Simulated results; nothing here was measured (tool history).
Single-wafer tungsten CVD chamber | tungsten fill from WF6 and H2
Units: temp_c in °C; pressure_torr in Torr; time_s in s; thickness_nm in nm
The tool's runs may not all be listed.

| run | day | temp_c | pressure_torr | time_s | thickness_nm |
|---|---|---|---|---|---|
| 1 | 0.000 | 375 | 45.7 | 14.5 | 32.033 |
| 2 | 0.179 | 373 | 45.7 | 14.5 | 30.670 |
| 3 | 0.392 | 373 | 45.7 | 14.5 | 30.944 |
| 4 | 0.446 | 372 | 45.7 | 14.5 | 29.978 |
| 5 | 0.692 | 372 | 45.7 | 14.5 | 30.279 |
| 6 | 0.792 | 371 | 45.7 | 14.5 | 29.376 |
| 7 | 0.842 | 370 | 45.7 | 14.5 | 28.939 |

Forecast run 8:
|  | 1.138 | capacitance manometer re-zeroed and calibrated |
| 8 | 1.138 | 369 | 45.7 | 14.5 | ? |

Run 8 gave thickness_nm 28.879 nm.

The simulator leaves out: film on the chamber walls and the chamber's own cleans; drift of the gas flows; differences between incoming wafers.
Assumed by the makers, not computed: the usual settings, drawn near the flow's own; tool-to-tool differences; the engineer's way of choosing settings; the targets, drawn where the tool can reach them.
